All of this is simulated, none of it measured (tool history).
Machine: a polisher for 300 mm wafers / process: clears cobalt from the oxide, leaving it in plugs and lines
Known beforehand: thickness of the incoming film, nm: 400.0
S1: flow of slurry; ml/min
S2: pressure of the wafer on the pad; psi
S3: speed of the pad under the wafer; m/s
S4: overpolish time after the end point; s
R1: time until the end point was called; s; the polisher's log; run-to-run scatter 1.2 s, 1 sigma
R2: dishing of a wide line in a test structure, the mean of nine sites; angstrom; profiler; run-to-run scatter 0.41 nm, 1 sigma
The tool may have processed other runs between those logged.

run,hour,S1,S2,S3,S4,R1,R2
1,0.0,140,2.5,1.08,9,59.502,419.38
2,8.5,140,2.8,1.08,9,55.407,414.91
3,11.0,120,2.8,1.08,9,57.392,415.08
4,13.1,120,2.8,1.08,7,57.188,344.43
5,15.0,120,2.8,1.22,7,51.113,375.51
6,23.0,120,3.2,1.22,7,46.218,419.15
7,30.1,115,2.6,1.12,8,59.562,390.35

Predict the results of run 8:
8,33.7,115,2.2,1.06,7,?,?

Run 8 gave R1 69.861 s, R2 304.95 angstrom.

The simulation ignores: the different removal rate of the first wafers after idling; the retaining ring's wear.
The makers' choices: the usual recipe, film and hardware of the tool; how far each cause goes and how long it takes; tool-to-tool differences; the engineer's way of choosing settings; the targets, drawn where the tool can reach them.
